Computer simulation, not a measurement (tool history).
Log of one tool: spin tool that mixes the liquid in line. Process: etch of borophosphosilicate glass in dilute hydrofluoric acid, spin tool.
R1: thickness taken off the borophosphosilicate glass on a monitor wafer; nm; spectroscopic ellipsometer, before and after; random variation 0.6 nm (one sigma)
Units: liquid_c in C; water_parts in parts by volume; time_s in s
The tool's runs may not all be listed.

{"run": 1, "hour": 0.0, "liquid_c": 26.0, "water_parts": 165, "time_s": 120, "R1": 53.594}
{"run": 2, "hour": 8.5, "liquid_c": 26.0, "water_parts": 165, "time_s": 130, "R1": 58.483}
{"run": 3, "hour": 9.4, "liquid_c": 26.0, "water_parts": 200, "time_s": 130, "R1": 45.864}
{"run": 4, "hour": 14.8, "liquid_c": 24.0, "water_parts": 200, "time_s": 130, "R1": 42.651}
{"run": 5, "hour": 18.2, "liquid_c": 24.0, "water_parts": 200, "time_s": 130, "R1": 42.612}
{"run": 6, "hour": 25.0, "liquid_c": 24.0, "water_parts": 200, "time_s": 120, "R1": 39.276}
{"run": 7, "hour": 29.6, "liquid_c": 26.0, "water_parts": 160, "time_s": 120, "R1": 55.549}
{"run": 8, "hour": 36.2, "liquid_c": 28.0, "water_parts": 135, "time_s": 120, "R1": 73.286}
{"run": 9, "hour": 45.1, "liquid_c": 29.5, "water_parts": 115, "time_s": 120, "R1": 93.15}
{"run": 10, "hour": 46.3, "liquid_c": 30.5, "water_parts": 105, "time_s": 120, "R1": 107.33}
{"run": 11, "hour": 51.2, "liquid_c": 30.5, "water_parts": 105, "time_s": 120, "R1": 107.48}
{"run": 12, "hour": 52.7, "liquid_c": 34.0, "water_parts": 60, "time_s": 120, "R1": 231.85}

Run 13 comes next. What will it give?
{"run": 13, "hour": 61.4, "liquid_c": 33.0, "water_parts": 60, "time_s": 120, "R1": "?"}

R1: 223.260 nm
